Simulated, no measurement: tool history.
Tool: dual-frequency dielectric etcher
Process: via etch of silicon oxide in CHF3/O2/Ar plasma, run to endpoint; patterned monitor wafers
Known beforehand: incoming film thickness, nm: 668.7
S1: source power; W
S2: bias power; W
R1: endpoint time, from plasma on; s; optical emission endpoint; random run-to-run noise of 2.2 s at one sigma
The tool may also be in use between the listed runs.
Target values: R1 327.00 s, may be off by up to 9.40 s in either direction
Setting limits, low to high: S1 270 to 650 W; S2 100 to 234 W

run	hour	S1	S2	R1
1	0.0	460	167	376.07
2	5.7	510	167	363.08
3	9.4	470	167	375.88
4	17.2	420	167	385.24
5	21.0	460	176	370.15
6	23.9	460	155	386.98
7	25.0	490	163	371.72
8	32.8	520	169	367.32
9	36.4	540	181	353.43
10	40.9	560	187	340.47
11	45.2	570	189	336.91

Consider the 5 candidate settings below. Which is the only one whose results all fall within their allowed miss of target?
A	49.5	520	185	?
B	49.5	580	178	?
C	49.5	530	185	?
D	49.5	550	163	?
E	49.5	650	183	?

move	R1
A	348.22
B	342.41
C	346.35
D	359.41
E	327.64
A: lands further from the targets than the last run did
B: lands further from the targets than the last run did
C: lands further from the targets than the last run did
D: lands further from the targets than the last run did
E: every result within its allowed miss
E is the move that brings every result within its allowed miss.
